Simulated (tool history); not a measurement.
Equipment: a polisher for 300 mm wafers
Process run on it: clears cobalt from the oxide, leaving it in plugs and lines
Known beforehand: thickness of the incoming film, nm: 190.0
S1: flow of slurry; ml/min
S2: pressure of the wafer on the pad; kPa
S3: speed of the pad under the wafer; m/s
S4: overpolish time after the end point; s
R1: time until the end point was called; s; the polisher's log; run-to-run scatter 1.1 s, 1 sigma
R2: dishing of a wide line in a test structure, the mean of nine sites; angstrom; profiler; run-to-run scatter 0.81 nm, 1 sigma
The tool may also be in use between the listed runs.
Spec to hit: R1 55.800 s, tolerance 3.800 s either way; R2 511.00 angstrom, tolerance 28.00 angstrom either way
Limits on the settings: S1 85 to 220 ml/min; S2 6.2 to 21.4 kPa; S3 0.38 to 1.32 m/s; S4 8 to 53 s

run,hour,S1,S2,S3,S4,R1,R2
1,0.0,140,13.8,0.84,27,36.884,482.78
2,2.6,140,16.5,0.84,27,30.711,512.64
3,3.8,140,14.5,0.82,32,35.518,504.27
4,8.3,140,13.1,0.80,38,41.057,507.69
# hour 12.9: head pressure recalibrated
5,12.9,140,13.1,1.00,38,30.716,516.28
6,17.3,140,13.1,1.00,43,30.345,525.82
7,23.2,145,12.4,0.92,46,34.254,533.91
8,29.3,145,11.0,0.88,48,40.074,528.78

Next run, 5 choices. One meets every target within its allowed miss, the rest don't. Which?
A,35.4,150,12.4,1.24,19,?,?
B,35.4,150,9.0,0.80,48,?,?
C,35.4,135,11.7,0.74,51,?,?
D,35.4,155,9.7,0.80,51,?,?
E,35.4,145,12.4,1.04,39,?,?

move,R1,R2
A,25.470,473.92
B,53.369,499.20
C,45.417,513.04
D,49.422,509.17
E,30.443,515.36
A: its largest miss is bigger than the last run's
B: all results land within tolerance of their targets
C: nearer the targets than the last run, but a result is still out of spec
D: nearer the targets than the last run, but a result is still out of spec
E: its largest miss is bigger than the last run's
Go with B: it meets all targets.
